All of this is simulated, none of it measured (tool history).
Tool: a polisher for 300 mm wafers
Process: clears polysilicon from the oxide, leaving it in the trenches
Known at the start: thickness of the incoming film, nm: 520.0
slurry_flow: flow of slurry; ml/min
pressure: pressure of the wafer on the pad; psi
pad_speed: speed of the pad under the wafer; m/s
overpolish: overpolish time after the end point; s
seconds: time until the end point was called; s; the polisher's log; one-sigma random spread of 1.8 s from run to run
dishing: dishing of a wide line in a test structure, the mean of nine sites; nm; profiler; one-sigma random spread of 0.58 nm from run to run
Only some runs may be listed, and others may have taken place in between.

| run | day | slurry_flow | pressure | pad_speed | overpolish | seconds | dishing |
|---|---|---|---|---|---|---|---|
| 1 | 0 | 270 | 2.5 | 0.84 | 18 | 41.558 | 50.386 |
| 2 | 0.146 | 270 | 2.5 | 0.84 | 23 | 40.997 | 50.94 |
| 3 | 0.483 | 270 | 2.7 | 0.84 | 23 | 39.293 | 51.112 |
| 4 | 0.579 | 310 | 2.7 | 0.84 | 23 | 36.981 | 51.479 |
| 5 | 0.629 | 310 | 2.9 | 0.84 | 23 | 35.573 | 51.458 |
| 6 | 0.925 | 250 | 2.9 | 0.84 | 23 | 35.118 | 50.35 |
| 7 | 1.292 | 235 | 2.7 | 0.78 | 20 | 41.937 | 50.866 |
| 8 | 1.342 | 225 | 2.5 | 0.76 | 18 | 46.31 | 49.695 |

Estimate the outcome of run 9 from the log above:
| 9 | 1.608 | 215 | 2.3 | 0.72 | 16 | ? | ? |

seconds: 52.443 s
dishing: 49.128 nm
